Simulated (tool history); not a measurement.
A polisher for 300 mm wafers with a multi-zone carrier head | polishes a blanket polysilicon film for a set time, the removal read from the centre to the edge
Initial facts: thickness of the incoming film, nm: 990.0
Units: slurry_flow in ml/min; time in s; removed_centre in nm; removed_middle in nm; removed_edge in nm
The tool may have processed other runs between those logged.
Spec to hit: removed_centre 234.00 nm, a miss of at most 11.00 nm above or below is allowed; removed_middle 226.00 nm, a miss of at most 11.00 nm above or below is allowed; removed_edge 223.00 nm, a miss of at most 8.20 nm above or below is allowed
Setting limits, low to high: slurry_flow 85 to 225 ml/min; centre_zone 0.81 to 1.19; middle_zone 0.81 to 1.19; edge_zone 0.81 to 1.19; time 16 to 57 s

{"run": 1, "hour": 0.0, "slurry_flow": 145, "centre_zone": 1.0, "middle_zone": 1.0, "edge_zone": 1.0, "time": 36, "removed_centre": 395.87, "removed_middle": 416.36, "removed_edge": 403.89}
{"run": 2, "hour": 1.1, "slurry_flow": 145, "centre_zone": 1.0, "middle_zone": 1.04, "edge_zone": 1.0, "time": 36, "removed_centre": 391.95, "removed_middle": 436.17, "removed_edge": 407.69}
{"run": 3, "hour": 6.2, "slurry_flow": 145, "centre_zone": 1.06, "middle_zone": 1.04, "edge_zone": 1.0, "time": 36, "removed_centre": 433.66, "removed_middle": 426.52, "removed_edge": 409.3}
{"run": 4, "hour": 10.0, "slurry_flow": 140, "centre_zone": 1.04, "middle_zone": 1.0, "edge_zone": 0.96, "time": 30, "removed_centre": 356.56, "removed_middle": 341.16, "removed_edge": 339.29}
{"run": 5, "hour": 18.0, "slurry_flow": 140, "centre_zone": 1.04, "middle_zone": 1.0, "edge_zone": 0.96, "time": 34, "removed_centre": 385.29, "removed_middle": 385.42, "removed_edge": 376.01}
{"run": 6, "hour": 24.3, "slurry_flow": 165, "centre_zone": 1.04, "middle_zone": 1.0, "edge_zone": 0.96, "time": 34, "removed_centre": 406.39, "removed_middle": 400.28, "removed_edge": 385.87}
{"run": 7, "hour": 25.2, "slurry_flow": 165, "centre_zone": 1.04, "middle_zone": 1.0, "edge_zone": 0.96, "time": 34, "removed_centre": 406.09, "removed_middle": 392.72, "removed_edge": 387.32}
{"run": 8, "hour": 29.3, "slurry_flow": 155, "centre_zone": 1.03, "middle_zone": 1.0, "edge_zone": 0.93, "time": 29, "removed_centre": 335.23, "removed_middle": 342.97, "removed_edge": 321.08}
{"run": 9, "hour": 30.6, "slurry_flow": 120, "centre_zone": 1.02, "middle_zone": 0.9, "edge_zone": 0.85, "time": 19, "removed_centre": 208.46, "removed_middle": 190.08, "removed_edge": 194.37}
{"run": 10, "hour": 33.0, "slurry_flow": 135, "centre_zone": 1.02, "middle_zone": 0.91, "edge_zone": 0.87, "time": 19, "removed_centre": 214.11, "removed_middle": 200.14, "removed_edge": 203.17}
{"run": 11, "hour": 36.4, "slurry_flow": 145, "centre_zone": 1.02, "middle_zone": 0.92, "edge_zone": 0.88, "time": 19, "removed_centre": 216.51, "removed_middle": 203.48, "removed_edge": 204.12}
{"run": 12, "hour": 44.5, "slurry_flow": 150, "centre_zone": 1.02, "middle_zone": 0.94, "edge_zone": 0.9, "time": 19, "removed_centre": 217.27, "removed_middle": 211.96, "removed_edge": 204.87}
{"run": 13, "hour": 45.9, "slurry_flow": 150, "centre_zone": 1.03, "middle_zone": 0.95, "edge_zone": 0.92, "time": 19, "removed_centre": 216.03, "removed_middle": 210.69, "removed_edge": 210.22}
{"run": 14, "hour": 50.0, "slurry_flow": 155, "centre_zone": 1.04, "middle_zone": 0.96, "edge_zone": 0.93, "time": 19, "removed_centre": 226.91, "removed_middle": 214.44, "removed_edge": 210.81}
{"run": 15, "hour": 54.8, "slurry_flow": 155, "centre_zone": 1.04, "middle_zone": 0.97, "edge_zone": 0.94, "time": 19, "removed_centre": 218.9, "removed_middle": 214.98, "removed_edge": 209.37}
{"run": 16, "hour": 58.7, "slurry_flow": 155, "centre_zone": 1.04, "middle_zone": 0.97, "edge_zone": 0.94, "time": 19, "removed_centre": 223.07, "removed_middle": 215.69, "removed_edge": 215.7}
{"run": 17, "hour": 64.5, "slurry_flow": 160, "centre_zone": 1.05, "middle_zone": 0.98, "edge_zone": 0.94, "time": 19, "removed_centre": 226.88, "removed_middle": 214.97, "removed_edge": 213.2}
{"run": 18, "hour": 67.7, "slurry_flow": 160, "centre_zone": 1.05, "middle_zone": 0.99, "edge_zone": 0.95, "time": 19, "removed_centre": 225.93, "removed_middle": 225.56, "removed_edge": 214.86}

Next run, 4 choices. One meets every target within its allowed miss, the rest don't. Which?
{"run": "A", "hour": 70.9, "slurry_flow": 195, "centre_zone": 1.06, "middle_zone": 0.96, "edge_zone": 0.98, "time": 19, "removed_centre": "?", "removed_middle": "?", "removed_edge": "?"}
{"run": "B", "hour": 70.9, "slurry_flow": 180, "centre_zone": 1.08, "middle_zone": 0.99, "edge_zone": 0.88, "time": 19, "removed_centre": "?", "removed_middle": "?", "removed_edge": "?"}
{"run": "C", "hour": 70.9, "slurry_flow": 125, "centre_zone": 0.9, "middle_zone": 1.03, "edge_zone": 0.92, "time": 21, "removed_centre": "?", "removed_middle": "?", "removed_edge": "?"}
{"run": "D", "hour": 70.9, "slurry_flow": 165, "centre_zone": 0.98, "middle_zone": 1.09, "edge_zone": 0.98, "time": 19, "removed_centre": "?", "removed_middle": "?", "removed_edge": "?"}

move=A removed_centre=237.97 removed_middle=219.52 removed_edge=222.69
move=B removed_centre=238.53 removed_middle=222.37 removed_edge=209.68
move=C removed_centre=205.70 removed_middle=235.57 removed_edge=223.69
move=D removed_centre=215.12 removed_middle=237.67 removed_edge=217.67
A: every result lands within tolerance
B: the biggest miss grows against the last run
C: gets the furthest-off result to its target, but another result is out of tolerance
D: gets the furthest-off result to its target, but another result is out of tolerance
So the answer is move A, the one that meets all the targets.

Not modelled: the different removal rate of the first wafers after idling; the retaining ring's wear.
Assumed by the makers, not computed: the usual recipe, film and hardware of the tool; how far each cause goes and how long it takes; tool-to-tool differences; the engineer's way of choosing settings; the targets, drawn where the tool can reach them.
